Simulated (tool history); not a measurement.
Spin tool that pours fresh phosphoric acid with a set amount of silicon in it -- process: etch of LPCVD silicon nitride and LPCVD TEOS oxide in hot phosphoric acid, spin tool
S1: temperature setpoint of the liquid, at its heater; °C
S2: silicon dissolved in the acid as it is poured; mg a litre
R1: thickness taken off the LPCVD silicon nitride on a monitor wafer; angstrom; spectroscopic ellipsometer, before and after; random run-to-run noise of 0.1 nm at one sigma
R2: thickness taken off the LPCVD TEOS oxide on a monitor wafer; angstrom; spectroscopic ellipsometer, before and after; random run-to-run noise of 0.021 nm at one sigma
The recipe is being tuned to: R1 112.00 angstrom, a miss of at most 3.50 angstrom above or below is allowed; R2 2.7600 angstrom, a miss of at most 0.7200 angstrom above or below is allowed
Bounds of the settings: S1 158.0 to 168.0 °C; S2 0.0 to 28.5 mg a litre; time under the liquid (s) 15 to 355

run 1 hour=0.0 | S1=163.0 S2=12.5 time_under_the_liquid_(s)=180 | R1=185.40 R2=5.4620
run 2 hour=8.1 | S1=163.0 S2=12.5 time_under_the_liquid_(s)=255 | R1=259.38 R2=8.0016
run 3 hour=11.9 | S1=162.5 S2=12.5 time_under_the_liquid_(s)=235 | R1=235.72 R2=7.8325
run 4 hour=18.6 | S1=162.5 S2=7.0 time_under_the_liquid_(s)=235 | R1=237.69 R2=7.9013
run 5 hour=22.3 | S1=162.5 S2=7.0 time_under_the_liquid_(s)=285 | R1=285.14 R2=9.8858
run 6 hour=27.3 | S1=162.5 S2=7.0 time_under_the_liquid_(s)=220 | R1=217.56 R2=7.6073
run 7 hour=29.4 | S1=162.0 S2=8.5 time_under_the_liquid_(s)=205 | R1=201.72 R2=6.8746
run 8 hour=37.6 | S1=162.0 S2=10.0 time_under_the_liquid_(s)=190 | R1=186.77 R2=5.6556
run 9 hour=43.8 | S1=161.5 S2=10.0 time_under_the_liquid_(s)=180 | R1=174.70 R2=5.5301
run 10 hour=51.9 | S1=161.0 S2=11.0 time_under_the_liquid_(s)=170 | R1=161.74 R2=4.6667
run 11 hour=58.0 | S1=160.5 S2=11.0 time_under_the_liquid_(s)=165 | R1=155.94 R2=4.4713
run 12 hour=63.4 | S1=160.5 S2=11.5 time_under_the_liquid_(s)=160 | R1=150.76 R2=4.3403
-- hour=71.3 thermometer replaced
run 13 hour=71.3 | S1=160.5 S2=12.0 time_under_the_liquid_(s)=155 | R1=138.19 R2=3.4855

Pick the move, out of 5, that brings all results within their allowed miss; only one does.
run A hour=79.2 | S1=159.0 S2=11.0 time_under_the_liquid_(s)=130 | R1=? R2=?
run B hour=79.2 | S1=159.5 S2=11.0 time_under_the_liquid_(s)=170 | R1=? R2=?
run C hour=79.2 | S1=158.0 S2=26.5 time_under_the_liquid_(s)=155 | R1=? R2=?
run D hour=79.2 | S1=160.0 S2=12.5 time_under_the_liquid_(s)=195 | R1=? R2=?
run E hour=79.2 | S1=160.0 S2=21.0 time_under_the_liquid_(s)=180 | R1=? R2=?

move=A R1=110.26 R2=2.3724
move=B R1=146.64 R2=3.2199
move=C R1=127.09 R2=1.7005
move=D R1=171.05 R2=3.7023
move=E R1=157.89 R2=2.7340
A: hits every target within its allowed miss
B: moves away from the targets compared with the last run
C: better than the last run, though not everything is in spec
D: moves away from the targets compared with the last run
E: moves away from the targets compared with the last run
Go with A: it meets all targets.
